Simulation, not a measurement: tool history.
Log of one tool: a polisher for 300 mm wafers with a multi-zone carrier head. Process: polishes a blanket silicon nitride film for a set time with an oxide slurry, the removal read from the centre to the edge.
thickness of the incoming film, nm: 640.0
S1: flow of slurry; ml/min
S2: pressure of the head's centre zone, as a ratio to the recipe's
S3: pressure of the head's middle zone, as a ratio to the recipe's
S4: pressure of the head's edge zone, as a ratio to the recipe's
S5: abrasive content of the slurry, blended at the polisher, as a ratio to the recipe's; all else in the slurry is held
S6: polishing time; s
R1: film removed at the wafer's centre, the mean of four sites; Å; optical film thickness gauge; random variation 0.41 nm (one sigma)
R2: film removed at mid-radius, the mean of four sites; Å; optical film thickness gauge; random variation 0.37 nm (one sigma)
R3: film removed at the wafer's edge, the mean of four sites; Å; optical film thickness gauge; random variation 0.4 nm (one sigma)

run	hour	S1	S2	S3	S4	S5	S6	R1	R2	R3
1	0.0	215	1.00	1.00	1.00	1.00	60	354.20	357.35	353.01
2	5.6	215	1.00	0.92	1.00	1.00	60	357.21	339.73	360.38
3	11.8	225	1.00	0.96	1.02	1.05	60	369.59	358.47	374.95
4	14.6	235	1.00	0.99	1.03	1.05	60	366.35	360.27	367.82
5	17.5	230	0.99	1.01	1.03	1.10	60	371.89	376.56	375.01
6	21.7	230	0.98	1.03	1.04	1.15	60	367.98	390.03	382.29

Forecast run 7:
7	30.1	235	0.98	1.05	1.04	1.15	60	?	?	?

Run 7 gave R1 379.27 Å, R2 397.96 Å, R3 391.08 Å.
